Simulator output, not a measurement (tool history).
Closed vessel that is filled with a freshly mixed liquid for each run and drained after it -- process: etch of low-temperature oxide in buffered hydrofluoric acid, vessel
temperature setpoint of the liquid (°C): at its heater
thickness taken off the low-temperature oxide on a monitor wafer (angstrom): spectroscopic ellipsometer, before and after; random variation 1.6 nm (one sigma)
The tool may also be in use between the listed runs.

| run | hour | temperature setpoint of the liquid (°C) | parts of 40 % ammonium fluoride to one part of 49 % hydrofluoric acid (parts by volume) | time in the liquid (s) | thickness taken off the low-temperature oxide on a monitor wafer (angstrom) |
|---|---|---|---|---|---|
| 1 | 0.0 | 25.0 | 14.5 | 90 | 2365.5 |
| 2 | 1.4 | 24.5 | 14.5 | 90 | 2299.8 |
| 3 | 5.8 | 24.5 | 14.5 | 90 | 2312.5 |
| 4 | 10.9 | 24.5 | 11.5 | 90 | 2904.5 |
| 5 | 14.1 | 23.0 | 11.5 | 90 | 2683.3 |
| 6 | 22.3 | 21.5 | 11.5 | 90 | 2462.5 |
| 7 | 24.3 | 20.5 | 11.5 | 90 | 2302.8 |
| 8 | 30.0 | 20.0 | 11.5 | 90 | 2246.3 |
| 9 | 34.6 | 19.5 | 11.5 | 90 | 2180.5 |
| 10 | 38.2 | 19.5 | 11.5 | 90 | 2195.9 |

Predict the results of run 11:
| 11 | 42.8 | 19.0 | 11.5 | 90 | ? |

For run 11 the tool returned thickness taken off the low-temperature oxide on a monitor wafer (angstrom) 2135.3.
